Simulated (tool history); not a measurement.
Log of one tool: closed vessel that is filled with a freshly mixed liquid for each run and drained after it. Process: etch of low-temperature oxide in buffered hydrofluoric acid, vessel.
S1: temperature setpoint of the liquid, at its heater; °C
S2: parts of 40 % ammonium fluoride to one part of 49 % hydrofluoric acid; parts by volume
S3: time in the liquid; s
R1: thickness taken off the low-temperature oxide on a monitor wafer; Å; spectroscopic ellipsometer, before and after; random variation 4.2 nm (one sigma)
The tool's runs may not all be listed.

run 1 day=0.000 | S1=21.0 S2=8.0 S3=95 | R1=2478.9
run 2 day=0.146 | S1=24.0 S2=8.0 S3=95 | R1=2984.9
run 3 day=0.246 | S1=24.0 S2=9.5 S3=95 | R1=2517.6
run 4 day=0.362 | S1=21.0 S2=9.5 S3=95 | R1=2143.3
run 5 day=0.642 | S1=21.0 S2=10.5 S3=95 | R1=1971.6
run 6 day=0.696 | S1=21.0 S2=9.0 S3=95 | R1=2234.1
run 7 day=0.904 | S1=23.5 S2=8.0 S3=95 | R1=2899.4
run 8 day=1.075 | S1=25.0 S2=7.0 S3=95 | R1=3662.7
run 9 day=1.112 | S1=26.0 S2=6.5 S3=95 | R1=4093.1

The next listed run, before its measurement:
run 10 day=1.258 | S1=27.0 S2=6.5 S3=95 | R1=?

{"run 10": {"R1": 4281.3}}
